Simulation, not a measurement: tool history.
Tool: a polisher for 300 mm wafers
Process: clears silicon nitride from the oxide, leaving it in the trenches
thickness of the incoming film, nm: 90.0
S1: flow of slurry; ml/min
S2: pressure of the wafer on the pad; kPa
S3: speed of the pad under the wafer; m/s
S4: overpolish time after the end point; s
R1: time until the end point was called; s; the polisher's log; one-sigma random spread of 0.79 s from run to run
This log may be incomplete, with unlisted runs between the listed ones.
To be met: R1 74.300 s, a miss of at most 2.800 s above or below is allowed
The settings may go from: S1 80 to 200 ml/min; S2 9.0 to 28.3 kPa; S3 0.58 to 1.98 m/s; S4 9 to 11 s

| run | hour | S1 | S2 | S3 | S4 | R1 |
|---|---|---|---|---|---|---|
| 1 | 0.0 | 130 | 18.6 | 1.28 | 11 | 58.443 |
| 2 | 8.9 | 125 | 17.2 | 1.28 | 11 | 63.360 |
| 3 | 13.7 | 115 | 17.2 | 1.28 | 11 | 65.214 |
| 4 | 15.5 | 110 | 16.5 | 1.28 | 11 | 69.533 |
| 5 | 23.8 | 105 | 16.5 | 1.28 | 11 | 69.481 |
| 6 | 30.4 | 105 | 16.5 | 1.28 | 9 | 69.039 |
| 7 | 31.0 | 100 | 16.5 | 1.28 | 9 | 70.661 |
| 8 | 33.2 | 95 | 16.5 | 1.28 | 9 | 71.199 |

Of the 5 settings listed for the next run, only one would bring every result within its allowed miss of target. Which one?
| A | 35.4 | 105 | 20.0 | 1.08 | 9 | ? |
| B | 35.4 | 135 | 18.6 | 1.12 | 11 | ? |
| C | 35.4 | 105 | 15.9 | 1.24 | 11 | ? |
| D | 35.4 | 100 | 17.2 | 1.28 | 9 | ? |
| E | 35.4 | 85 | 18.6 | 1.26 | 9 | ? |

| move | R1 |
|---|---|
| A | 68.142 |
| B | 67.398 |
| C | 74.630 |
| D | 67.410 |
| E | 65.724 |
A: lands further from the targets than the last run did
B: lands further from the targets than the last run did
C: every result lands within tolerance
D: lands further from the targets than the last run did
E: lands further from the targets than the last run did
The move that meets every target is C.

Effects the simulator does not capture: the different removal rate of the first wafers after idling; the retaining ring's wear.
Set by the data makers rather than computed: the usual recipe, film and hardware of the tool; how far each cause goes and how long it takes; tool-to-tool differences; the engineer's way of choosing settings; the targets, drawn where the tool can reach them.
